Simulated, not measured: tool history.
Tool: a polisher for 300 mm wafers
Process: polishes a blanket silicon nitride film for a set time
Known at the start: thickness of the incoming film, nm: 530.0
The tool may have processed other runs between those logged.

run  hour  flow of slurry (ml/min)  pressure of the wafer on the pad (kPa)  speed of the pad under the wafer (cm/s)  polishing time (s)  film removed (nm)
  1     0                      205                                      31                                      122                  52             161.58
  2   7.1                      200                                    26.2                                      122                  52             134.98
  3  15.3                      200                                    32.4                                      122                  52             165.54
  4  17.7                      200                                      29                                      122                  52             147.73
  5  18.4                      200                                    34.5                                      122                  52             175.91
  6  24.2                      200                                    28.3                                      122                  52             146.02

Run 7 comes next. What will it give?
  7  32.9                      190                                    24.1                                      122                  52                  ?

Logged for run 7: film removed (nm) 125.58.

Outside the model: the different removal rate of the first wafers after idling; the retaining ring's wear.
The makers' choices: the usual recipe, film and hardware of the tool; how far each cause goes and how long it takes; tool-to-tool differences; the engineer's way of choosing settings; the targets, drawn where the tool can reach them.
